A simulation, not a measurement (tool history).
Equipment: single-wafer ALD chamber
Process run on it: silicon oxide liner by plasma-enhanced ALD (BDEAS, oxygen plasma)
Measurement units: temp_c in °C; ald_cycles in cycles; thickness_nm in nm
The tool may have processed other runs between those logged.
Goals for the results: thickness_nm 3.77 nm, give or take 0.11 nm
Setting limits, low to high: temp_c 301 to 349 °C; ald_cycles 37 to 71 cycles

Run 1, day 0: temp_c 325 °C, ald_cycles 54 cycles. Result: thickness_nm 4.9178 nm.
Run 2, day 0.346: temp_c 325 °C, ald_cycles 57 cycles. Result: thickness_nm 5.2037 nm.
Run 3, day 0.421: temp_c 326 °C, ald_cycles 52 cycles. Result: thickness_nm 4.7432 nm.
Run 4, day 0.521: temp_c 326 °C, ald_cycles 55 cycles. Result: thickness_nm 5.0351 nm.
Run 5, day 0.867: temp_c 326 °C, ald_cycles 50 cycles. Result: thickness_nm 4.5736 nm.
Run 6, day 1.071: temp_c 326 °C, ald_cycles 47 cycles. Result: thickness_nm 4.2997 nm.
Run 7, day 1.379: temp_c 326 °C, ald_cycles 47 cycles. Result: thickness_nm 4.2895 nm.
Run 8, day 1.712: temp_c 326 °C, ald_cycles 45 cycles. Result: thickness_nm 4.0928 nm.
Run 9, day 2.067: temp_c 326 °C, ald_cycles 44 cycles. Result: thickness_nm 4.014 nm.
Run 10, day 2.104: temp_c 327 °C, ald_cycles 40 cycles. Result: thickness_nm 3.6429 nm.

Of the 5 settings listed for the next run, only one would bring every result within its allowed miss of target. Which one?
Run A, day 2.142: temp_c 330 °C, ald_cycles 38 cycles. Result: thickness_nm ?.
Run B, day 2.142: temp_c 329 °C, ald_cycles 42 cycles. Result: thickness_nm ?.
Run C, day 2.142: temp_c 315 °C, ald_cycles 38 cycles. Result: thickness_nm ?.
Run D, day 2.142: temp_c 330 °C, ald_cycles 39 cycles. Result: thickness_nm ?.
Run E, day 2.142: temp_c 331 °C, ald_cycles 39 cycles. Result: thickness_nm ?.

move  thickness_nm
   A        3.4497
   B        3.8192
   C        3.5358
   D        3.5405
   E        3.5346
A: the biggest miss grows against the last run
B: each result inside its tolerance
C: the biggest miss grows against the last run
D: the biggest miss grows against the last run
E: the biggest miss grows against the last run
Move B is the one to make.

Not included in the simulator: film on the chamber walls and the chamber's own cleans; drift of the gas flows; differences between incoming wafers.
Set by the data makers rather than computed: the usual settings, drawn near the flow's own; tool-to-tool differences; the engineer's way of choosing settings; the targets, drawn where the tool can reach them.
